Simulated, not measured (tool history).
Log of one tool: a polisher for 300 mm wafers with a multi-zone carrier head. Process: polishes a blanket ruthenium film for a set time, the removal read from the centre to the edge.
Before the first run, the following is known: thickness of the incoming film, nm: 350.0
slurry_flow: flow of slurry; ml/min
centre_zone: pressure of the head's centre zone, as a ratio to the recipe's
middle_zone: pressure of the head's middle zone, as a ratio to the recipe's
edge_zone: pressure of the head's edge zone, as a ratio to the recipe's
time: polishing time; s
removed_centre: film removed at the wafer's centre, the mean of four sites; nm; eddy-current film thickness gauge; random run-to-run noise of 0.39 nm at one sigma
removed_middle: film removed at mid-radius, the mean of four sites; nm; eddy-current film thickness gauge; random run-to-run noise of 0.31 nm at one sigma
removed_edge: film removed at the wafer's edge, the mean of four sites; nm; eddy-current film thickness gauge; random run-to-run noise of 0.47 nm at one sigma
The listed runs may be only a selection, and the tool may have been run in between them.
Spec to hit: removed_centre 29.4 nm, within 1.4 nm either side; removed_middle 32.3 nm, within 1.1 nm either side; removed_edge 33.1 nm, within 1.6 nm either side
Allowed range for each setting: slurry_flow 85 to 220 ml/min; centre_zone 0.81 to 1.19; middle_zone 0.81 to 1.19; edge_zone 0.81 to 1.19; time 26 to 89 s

{"run": 1, "day": 0.0, "slurry_flow": 140, "centre_zone": 1, "middle_zone": 1, "edge_zone": 1, "time": 57, "removed_centre": 50.282, "removed_middle": 50.539, "removed_edge": 50.062}
{"run": 2, "day": 0.133, "slurry_flow": 140, "centre_zone": 1, "middle_zone": 1.05, "edge_zone": 1, "time": 57, "removed_centre": 48.128, "removed_middle": 52.11, "removed_edge": 49.1}
{"run": 3, "day": 0.358, "slurry_flow": 140, "centre_zone": 1, "middle_zone": 1.09, "edge_zone": 1, "time": 57, "removed_centre": 48.562, "removed_middle": 53.305, "removed_edge": 50.649}
{"run": 4, "day": 0.558, "slurry_flow": 155, "centre_zone": 1, "middle_zone": 1.09, "edge_zone": 1, "time": 57, "removed_centre": 51.946, "removed_middle": 54.918, "removed_edge": 50.864}
{"run": 5, "day": 0.892, "slurry_flow": 155, "centre_zone": 1.07, "middle_zone": 1.09, "edge_zone": 1, "time": 57, "removed_centre": 54.167, "removed_middle": 54.987, "removed_edge": 50.377}
{"run": 6, "day": 1.2, "slurry_flow": 120, "centre_zone": 1.07, "middle_zone": 1.09, "edge_zone": 1, "time": 57, "removed_centre": 51.467, "removed_middle": 52.192, "removed_edge": 47.944}
{"run": 7, "day": 1.262, "slurry_flow": 115, "centre_zone": 1.03, "middle_zone": 1.06, "edge_zone": 0.99, "time": 52, "removed_centre": 43.459, "removed_middle": 46.023, "removed_edge": 42.959}
{"run": 8, "day": 1.396, "slurry_flow": 100, "centre_zone": 0.93, "middle_zone": 0.96, "edge_zone": 0.9, "time": 40, "removed_centre": 28.684, "removed_middle": 31.153, "removed_edge": 31.727}

Which single option among these 5 for the next run brings every result within its allowed miss of target? Just one does.
{"run": "A", "day": 1.529, "slurry_flow": 120, "centre_zone": 0.86, "middle_zone": 0.9, "edge_zone": 0.88, "time": 41, "removed_centre": "?", "removed_middle": "?", "removed_edge": "?"}
{"run": "B", "day": 1.529, "slurry_flow": 85, "centre_zone": 0.83, "middle_zone": 0.84, "edge_zone": 0.92, "time": 46, "removed_centre": "?", "removed_middle": "?", "removed_edge": "?"}
{"run": "C", "day": 1.529, "slurry_flow": 95, "centre_zone": 0.89, "middle_zone": 0.85, "edge_zone": 0.98, "time": 42, "removed_centre": "?", "removed_middle": "?", "removed_edge": "?"}
{"run": "D", "day": 1.529, "slurry_flow": 90, "centre_zone": 1.04, "middle_zone": 1.01, "edge_zone": 1.01, "time": 42, "removed_centre": "?", "removed_middle": "?", "removed_edge": "?"}
{"run": "E", "day": 1.529, "slurry_flow": 95, "centre_zone": 0.92, "middle_zone": 0.96, "edge_zone": 0.91, "time": 40, "removed_centre": "?", "removed_middle": "?", "removed_edge": "?"}

move=A removed_centre=29.004 removed_middle=31.811 removed_edge=33.908
move=B removed_centre=27.487 removed_middle=30.061 removed_edge=35.974
move=C removed_centre=28.293 removed_middle=28.904 removed_edge=34.787
move=D removed_centre=32.383 removed_middle=32.69 removed_edge=34.761
move=E removed_centre=27.883 removed_middle=30.453 removed_edge=31.951
A: all results in spec
B: lands further from the targets than the last run did
C: lands further from the targets than the last run did
D: puts the biggest miss on target and leaves a different result outside tolerance
E: lands further from the targets than the last run did
Answer: A
